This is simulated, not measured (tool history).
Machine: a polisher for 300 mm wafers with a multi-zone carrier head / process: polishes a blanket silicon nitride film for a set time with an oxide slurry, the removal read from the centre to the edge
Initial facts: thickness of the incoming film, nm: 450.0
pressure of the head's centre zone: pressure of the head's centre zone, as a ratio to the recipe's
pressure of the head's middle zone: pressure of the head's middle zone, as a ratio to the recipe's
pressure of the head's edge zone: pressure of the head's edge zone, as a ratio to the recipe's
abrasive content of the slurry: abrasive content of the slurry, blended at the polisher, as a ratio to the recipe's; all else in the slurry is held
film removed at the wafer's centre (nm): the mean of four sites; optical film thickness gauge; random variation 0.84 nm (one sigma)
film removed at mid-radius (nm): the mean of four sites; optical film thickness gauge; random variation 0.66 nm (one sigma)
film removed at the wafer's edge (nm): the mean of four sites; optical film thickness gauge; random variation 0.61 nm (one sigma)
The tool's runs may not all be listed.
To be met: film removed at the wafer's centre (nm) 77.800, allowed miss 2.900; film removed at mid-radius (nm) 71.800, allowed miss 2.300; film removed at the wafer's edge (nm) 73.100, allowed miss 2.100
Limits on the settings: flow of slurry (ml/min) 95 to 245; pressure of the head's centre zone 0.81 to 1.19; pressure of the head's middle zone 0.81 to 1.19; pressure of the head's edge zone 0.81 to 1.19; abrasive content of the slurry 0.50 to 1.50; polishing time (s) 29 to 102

run,hour,flow of slurry (ml/min),pressure of the head's centre zone,pressure of the head's middle zone,pressure of the head's edge zone,abrasive content of the slurry,polishing time (s),film removed at the wafer's centre (nm),film removed at mid-radius (nm),film removed at the wafer's edge (nm)
1,0.0,155,1.00,1.00,1.00,1.00,65,48.090,48.821,50.502
2,0.6,170,1.05,1.03,1.04,1.15,66,56.741,55.509,55.945
3,3.6,180,1.07,1.04,1.07,1.25,67,61.586,60.310,60.220
4,9.5,180,1.07,1.04,1.10,1.25,67,62.918,58.940,61.346
5,18.2,180,1.07,1.04,1.10,1.35,67,63.624,62.104,63.630
# hour 21.9: slurry nozzle cleaned
6,21.9,180,1.07,1.04,1.10,1.35,54,56.992,54.426,54.972
7,23.7,185,1.09,1.05,1.12,1.40,59,65.680,60.360,61.562
8,28.5,190,1.09,1.06,1.14,1.45,61,68.243,64.764,65.008
9,33.9,200,1.09,1.06,1.16,1.45,62,70.864,65.730,66.959

Which of these 5 next moves meets every target?
A,39.3,215,0.95,1.10,1.18,1.50,66,?,?,?
B,39.3,170,1.10,1.09,1.14,1.45,55,?,?,?
C,39.3,170,1.00,0.83,1.19,1.20,76,?,?,?
D,39.3,230,1.12,0.92,1.19,1.40,64,?,?,?
E,39.3,215,1.11,1.06,1.19,1.50,65,?,?,?

move,film removed at the wafer's centre (nm),film removed at mid-radius (nm),film removed at the wafer's edge (nm)
A,66.526,74.917,72.277
B,60.901,58.931,56.949
C,71.012,60.347,75.037
D,74.936,61.430,69.282
E,76.620,71.423,71.516
A: brings the last run's worst result on target, with another outside its allowed miss
B: moves away from the targets compared with the last run
C: brings the last run's worst result on target, with another outside its allowed miss
D: moves away from the targets compared with the last run
E: in spec on every target
Correct choice: E, which meets every target
